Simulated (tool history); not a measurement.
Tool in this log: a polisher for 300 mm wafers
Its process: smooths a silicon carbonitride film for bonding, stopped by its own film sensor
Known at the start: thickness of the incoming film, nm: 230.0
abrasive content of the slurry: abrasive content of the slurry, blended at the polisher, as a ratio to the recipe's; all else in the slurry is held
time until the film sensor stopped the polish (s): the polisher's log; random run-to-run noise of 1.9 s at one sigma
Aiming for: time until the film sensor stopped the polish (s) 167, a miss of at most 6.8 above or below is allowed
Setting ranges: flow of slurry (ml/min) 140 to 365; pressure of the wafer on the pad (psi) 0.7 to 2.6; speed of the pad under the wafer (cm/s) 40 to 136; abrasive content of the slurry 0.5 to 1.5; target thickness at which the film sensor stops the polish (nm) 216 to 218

run  hour  flow of slurry (ml/min)  pressure of the wafer on the pad (psi)  speed of the pad under the wafer (cm/s)  abrasive content of the slurry  target thickness at which the film sensor stops the polish (nm)  time until the film sensor stopped the polish (s)
  1     0                      235                                     1.6                                       88                               1                                                              216                                             75.411
  2   6.1                      235                                     1.6                                       88                             1.1                                                              216                                             73.821
  3  10.3                      200                                     1.6                                       88                             1.1                                                              216                                             73.605
  4  13.8                      200                                     1.5                                       84                             1.1                                                              216                                             82.607
  5  16.4                      200                                     1.4                                       82                             1.1                                                              216                                             87.029
  6  17.4                      200                                     1.8                                       82                             1.1                                                              216                                             72.765
  7  18.3                      200                                     1.6                                       78                             1.1                                                              216                                             82.299
  8  19.7                      195                                     1.1                                       54                            1.05                                                              216                                             148.86

5 candidate next runs follow, results not yet known. Just one meets every target within its allowed miss. Identify it.
  A  21.1                      225                                     0.9                                       64                            1.05                                                              216                                                  ?
  B  21.1                      190                                     1.1                                       56                            0.95                                                              216                                                  ?
  C  21.1                      180                                     1.1                                       50                               1                                                              217                                                  ?
  D  21.1                      185                                     1.1                                       44                             1.2                                                              216                                                  ?
  E  21.1                      200                                     0.9                                       62                             1.3                                                              217                                                  ?

move  time until the film sensor stopped the polish (s)
   A                                             147.03
   B                                             151.57
   C                                             152.04
   D                                             167.48
   E                                             130.73
A: misses by more than the last run did
B: closer than the last run, but not yet in spec
C: closer than the last run, but not yet in spec
D: meets every target
E: misses by more than the last run did
Move D is the one to make.
